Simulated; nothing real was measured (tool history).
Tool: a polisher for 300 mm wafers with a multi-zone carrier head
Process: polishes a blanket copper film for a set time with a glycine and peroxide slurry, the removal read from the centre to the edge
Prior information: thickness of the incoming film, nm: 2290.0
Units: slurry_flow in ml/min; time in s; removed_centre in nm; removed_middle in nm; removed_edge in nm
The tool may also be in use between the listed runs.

| run | hour | slurry_flow | centre_zone | middle_zone | edge_zone | time | removed_centre | removed_middle | removed_edge |
|---|---|---|---|---|---|---|---|---|---|
| 1 | 0 | 275 | 1 | 1 | 1 | 31 | 177.34 | 187.94 | 192.23 |
| 2 | 4.7 | 305 | 1 | 1 | 1 | 31 | 178.71 | 191.68 | 195.78 |
| 3 | 7.7 | 305 | 1 | 1 | 1.06 | 31 | 179.92 | 187.01 | 199.01 |
| 4 | 9.9 | 305 | 1 | 1.07 | 1.06 | 31 | 180.18 | 204.42 | 202.13 |
| 5 | 11.9 | 305 | 1 | 0.99 | 1.06 | 31 | 179.04 | 188.46 | 196.56 |
| 6 | 17.6 | 310 | 1.03 | 1 | 1.01 | 28 | 164.99 | 173.59 | 175.88 |
| 7 | 24.5 | 305 | 1.05 | 0.99 | 0.97 | 26 | 154.66 | 155.7 | 160.69 |
| 8 | 25.7 | 300 | 1.07 | 1.01 | 0.94 | 25 | 151.06 | 156.73 | 151.99 |
| 9 | 33.1 | 290 | 1.08 | 1.01 | 0.91 | 24 | 145.23 | 151.41 | 141.47 |
| 10 | 36.1 | 280 | 1.08 | 1 | 0.89 | 24 | 144.29 | 149.05 | 143.11 |

Estimate the outcome of run 11 from the log above:
| 11 | 37.1 | 280 | 1.08 | 1 | 0.89 | 24 | ? | ? | ? |

For run 11 the tool returned removed_centre 145.11 nm, removed_middle 149.08 nm, removed_edge 141.6 nm.

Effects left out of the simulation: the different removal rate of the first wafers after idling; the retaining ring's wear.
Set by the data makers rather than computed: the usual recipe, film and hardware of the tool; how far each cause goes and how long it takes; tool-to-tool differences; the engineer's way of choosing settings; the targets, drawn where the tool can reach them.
